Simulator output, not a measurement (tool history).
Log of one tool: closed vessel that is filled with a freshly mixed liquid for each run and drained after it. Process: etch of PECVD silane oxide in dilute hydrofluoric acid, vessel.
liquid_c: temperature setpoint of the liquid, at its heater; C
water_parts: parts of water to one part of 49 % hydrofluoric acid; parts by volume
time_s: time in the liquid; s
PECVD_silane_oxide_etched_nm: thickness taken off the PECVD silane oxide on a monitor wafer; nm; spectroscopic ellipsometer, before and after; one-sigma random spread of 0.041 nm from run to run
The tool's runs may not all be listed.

| run | hour | liquid_c | water_parts | time_s | PECVD_silane_oxide_etched_nm |
|---|---|---|---|---|---|
| 1 | 0.0 | 22.0 | 155 | 30 | 8.5240 |
| 2 | 7.7 | 23.5 | 155 | 30 | 9.0360 |
| 3 | 10.3 | 25.5 | 150 | 30 | 10.1320 |
| 4 | 13.9 | 25.5 | 150 | 30 | 10.0750 |
| 5 | 16.3 | 24.0 | 150 | 30 | 9.5594 |
| 6 | 19.0 | 24.0 | 150 | 30 | 9.5681 |
| 7 | 25.8 | 26.0 | 145 | 30 | 10.7380 |
| 8 | 27.6 | 27.0 | 145 | 30 | 11.1430 |
| 9 | 32.5 | 28.0 | 145 | 30 | 11.5310 |
| 10 | 40.6 | 28.5 | 145 | 30 | 11.7410 |
| 11 | 46.0 | 29.0 | 145 | 30 | 12.0090 |
| 12 | 50.3 | 29.5 | 145 | 30 | 12.2500 |

Run 13, settings as shown, results not yet in. Your forecast:
| 13 | 53.9 | 30.0 | 145 | 30 | ? |

{"run 13": {"PECVD_silane_oxide_etched_nm": 12.555}}
